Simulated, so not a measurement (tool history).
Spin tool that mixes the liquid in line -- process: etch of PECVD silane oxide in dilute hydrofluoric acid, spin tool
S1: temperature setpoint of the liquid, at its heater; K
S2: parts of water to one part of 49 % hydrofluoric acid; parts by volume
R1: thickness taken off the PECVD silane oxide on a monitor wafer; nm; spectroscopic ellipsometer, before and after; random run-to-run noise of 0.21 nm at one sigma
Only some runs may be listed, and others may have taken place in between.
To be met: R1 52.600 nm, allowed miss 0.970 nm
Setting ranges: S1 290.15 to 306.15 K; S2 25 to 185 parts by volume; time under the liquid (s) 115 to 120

run 1 hour=0.0 | S1=298.15 S2=105 time_under_the_liquid_(s)=115 | R1=38.643
run 2 hour=6.5 | S1=298.15 S2=135 time_under_the_liquid_(s)=115 | R1=29.401
run 3 hour=7.6 | S1=298.15 S2=170 time_under_the_liquid_(s)=115 | R1=22.252
run 4 hour=11.5 | S1=300.15 S2=170 time_under_the_liquid_(s)=115 | R1=23.875
run 5 hour=20.3 | S1=300.15 S2=140 time_under_the_liquid_(s)=115 | R1=29.960
run 6 hour=26.4 | S1=300.15 S2=165 time_under_the_liquid_(s)=115 | R1=24.806
run 7 hour=28.2 | S1=301.65 S2=145 time_under_the_liquid_(s)=115 | R1=30.579
run 8 hour=37.0 | S1=302.65 S2=130 time_under_the_liquid_(s)=115 | R1=36.072
run 9 hour=39.3 | S1=303.65 S2=120 time_under_the_liquid_(s)=115 | R1=40.939
run 10 hour=48.0 | S1=304.15 S2=115 time_under_the_liquid_(s)=115 | R1=44.069

Which of these 4 next moves meets every target?
run A hour=56.7 | S1=304.65 S2=100 time_under_the_liquid_(s)=115 | R1=?
run B hour=56.7 | S1=306.15 S2=105 time_under_the_liquid_(s)=120 | R1=?
run C hour=56.7 | S1=302.65 S2=95 time_under_the_liquid_(s)=120 | R1=?
run D hour=56.7 | S1=303.15 S2=90 time_under_the_liquid_(s)=115 | R1=?

move=A R1=52.718
move=B R1=54.940
move=C R1=54.119
move=D R1=56.188
A: all results in spec
B: moves the result that the last run missed by most past its target, out the other side
C: moves the result that the last run missed by most past its target, out the other side
D: moves the result that the last run missed by most past its target, out the other side
Go with A: it meets all targets.
